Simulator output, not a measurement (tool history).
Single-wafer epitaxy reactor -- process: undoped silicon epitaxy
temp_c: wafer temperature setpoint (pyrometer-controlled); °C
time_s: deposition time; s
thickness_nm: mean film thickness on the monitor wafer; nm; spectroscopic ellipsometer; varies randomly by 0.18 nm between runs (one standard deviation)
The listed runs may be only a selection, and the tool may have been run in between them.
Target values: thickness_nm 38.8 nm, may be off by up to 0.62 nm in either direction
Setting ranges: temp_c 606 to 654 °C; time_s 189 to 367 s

run	hour	temp_c	time_s	thickness_nm
1	0	630	278	30.388
2	2	633	278	32.066
3	3.9	633	242	27.835
4	7.5	633	222	25.706
5	9.4	633	241	27.828
# hour 16.9: pyrometer calibrated
6	16.9	637	241	28.867
7	24.2	642	248	32.736
8	30.7	645	248	34.448
9	33.3	647	248	35.946
10	35.1	648	248	36.713

Exercise: of the 4 proposed moves below, exactly one satisfies all targets within the stated allowed misses. Which move is it?
A	36.9	645	278	?
B	36.9	647	257	?
C	36.9	649	247	?
D	36.9	646	264	?

move	thickness_nm
A	38.711
B	37.204
C	37.167
D	37.483
A: hits every target within its allowed miss
B: gains on the last run, yet a result remains outside its allowed miss
C: gains on the last run, yet a result remains outside its allowed miss
D: gains on the last run, yet a result remains outside its allowed miss
Go with A: it meets all targets.
